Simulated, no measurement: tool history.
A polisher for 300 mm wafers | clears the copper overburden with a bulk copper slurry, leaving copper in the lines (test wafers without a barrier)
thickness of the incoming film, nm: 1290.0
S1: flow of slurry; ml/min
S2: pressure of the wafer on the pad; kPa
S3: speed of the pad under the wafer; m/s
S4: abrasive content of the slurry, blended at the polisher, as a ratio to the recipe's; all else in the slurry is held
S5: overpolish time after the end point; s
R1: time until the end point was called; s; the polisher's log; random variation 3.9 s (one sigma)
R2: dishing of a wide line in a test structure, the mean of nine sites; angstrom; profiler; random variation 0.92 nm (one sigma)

run,hour,S1,S2,S3,S4,S5,R1,R2
1,0.0,275,20.0,1.10,1.00,29,132.83,991.18
2,7.7,275,20.0,1.10,1.10,29,130.72,1033.40
3,10.5,235,20.0,1.10,1.10,29,130.46,1024.60
4,12.3,205,20.0,1.10,1.10,29,131.43,997.78
5,13.5,195,17.9,1.12,1.00,25,154.87,886.18
6,21.2,220,17.9,1.12,1.00,25,143.97,883.11
7,26.7,210,15.9,1.12,0.90,22,171.00,738.12
8,31.4,235,14.5,1.14,0.80,19,184.07,636.14

Run 9 comes next. What will it give?
9,38.2,250,13.1,1.16,0.75,17,?,?

{"run 9": {"R1": 204.81, "R2": 595.61}}
